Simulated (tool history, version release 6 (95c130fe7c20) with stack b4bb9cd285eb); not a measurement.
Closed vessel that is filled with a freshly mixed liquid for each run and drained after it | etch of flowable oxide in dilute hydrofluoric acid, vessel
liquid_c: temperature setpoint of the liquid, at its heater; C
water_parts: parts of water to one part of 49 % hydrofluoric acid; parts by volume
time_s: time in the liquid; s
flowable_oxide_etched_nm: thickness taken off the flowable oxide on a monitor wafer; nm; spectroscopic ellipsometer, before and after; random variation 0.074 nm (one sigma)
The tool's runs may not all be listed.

run,day,liquid_c,water_parts,time_s,flowable_oxide_etched_nm
1,0,24,150,30,6.6008
2,0.146,24,205,30,4.4593
3,0.421,26,185,30,5.4589
4,0.712,26,145,30,7.3169
5,1.017,27.5,140,30,8.0626
6,1.146,24.5,140,30,7.2181
7,1.217,26.5,135,30,8.2356

Forecast run 8:
8,1.579,26.5,135,30,?

flowable_oxide_etched_nm: 8.0551 nm

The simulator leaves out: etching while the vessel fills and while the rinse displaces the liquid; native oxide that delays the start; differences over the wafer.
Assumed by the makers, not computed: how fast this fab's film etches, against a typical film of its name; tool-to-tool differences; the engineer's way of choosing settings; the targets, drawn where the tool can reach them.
